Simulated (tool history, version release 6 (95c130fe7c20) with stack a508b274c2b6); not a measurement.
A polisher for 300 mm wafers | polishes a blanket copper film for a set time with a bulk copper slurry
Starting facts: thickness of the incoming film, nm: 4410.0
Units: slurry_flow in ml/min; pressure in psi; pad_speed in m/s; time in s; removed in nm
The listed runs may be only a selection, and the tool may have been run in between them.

{"run": 1, "hour": 0.0, "slurry_flow": 160, "pressure": 3, "pad_speed": 0.88, "slurry_solids": 1, "time": 42, "removed": 310.28}
{"run": 2, "hour": 2.6, "slurry_flow": 190, "pressure": 3, "pad_speed": 0.88, "slurry_solids": 1, "time": 42, "removed": 307.31}
{"run": 3, "hour": 4.8, "slurry_flow": 190, "pressure": 2.7, "pad_speed": 0.86, "slurry_solids": 1, "time": 42, "removed": 272.75}
{"run": 4, "hour": 10.3, "slurry_flow": 190, "pressure": 3.4, "pad_speed": 0.86, "slurry_solids": 1, "time": 42, "removed": 343.46}
{"run": 5, "hour": 13.2, "slurry_flow": 190, "pressure": 3.4, "pad_speed": 0.98, "slurry_solids": 1, "time": 42, "removed": 389.6}
{"run": 6, "hour": 14.3, "slurry_flow": 190, "pressure": 3.4, "pad_speed": 0.9, "slurry_solids": 1, "time": 42, "removed": 356.75}
{"run": 7, "hour": 19.8, "slurry_flow": 190, "pressure": 3.1, "pad_speed": 0.88, "slurry_solids": 1, "time": 42, "removed": 320.89}
{"run": 8, "hour": 24.9, "slurry_flow": 190, "pressure": 2.8, "pad_speed": 0.86, "slurry_solids": 1, "time": 42, "removed": 282.55}
{"run": 9, "hour": 32.4, "slurry_flow": 190, "pressure": 2.6, "pad_speed": 0.84, "slurry_solids": 1, "time": 42, "removed": 260.74}
{"run": 10, "hour": 37.3, "slurry_flow": 190, "pressure": 2.4, "pad_speed": 0.82, "slurry_solids": 1, "time": 42, "removed": 233.45}
{"run": 11, "hour": 38.2, "slurry_flow": 190, "pressure": 2.2, "pad_speed": 0.82, "slurry_solids": 1, "time": 42, "removed": 218.28}
{"run": 12, "hour": 46.2, "slurry_flow": 180, "pressure": 1.4, "pad_speed": 0.8, "slurry_solids": 1, "time": 42, "removed": 137.05}
{"run": 13, "hour": 50.8, "slurry_flow": 185, "pressure": 1.4, "pad_speed": 0.8, "slurry_solids": 1, "time": 42, "removed": 137.35}
{"run": 14, "hour": 59.3, "slurry_flow": 190, "pressure": 1.5, "pad_speed": 0.8, "slurry_solids": 1, "time": 42, "removed": 143.83}

Run 15 has not been measured yet. What should we expect?
{"run": 15, "hour": 64.2, "slurry_flow": 190, "pressure": 1.6, "pad_speed": 0.8, "slurry_solids": 1, "time": 42, "removed": "?"}

Run 15 gave removed 154.35 nm.

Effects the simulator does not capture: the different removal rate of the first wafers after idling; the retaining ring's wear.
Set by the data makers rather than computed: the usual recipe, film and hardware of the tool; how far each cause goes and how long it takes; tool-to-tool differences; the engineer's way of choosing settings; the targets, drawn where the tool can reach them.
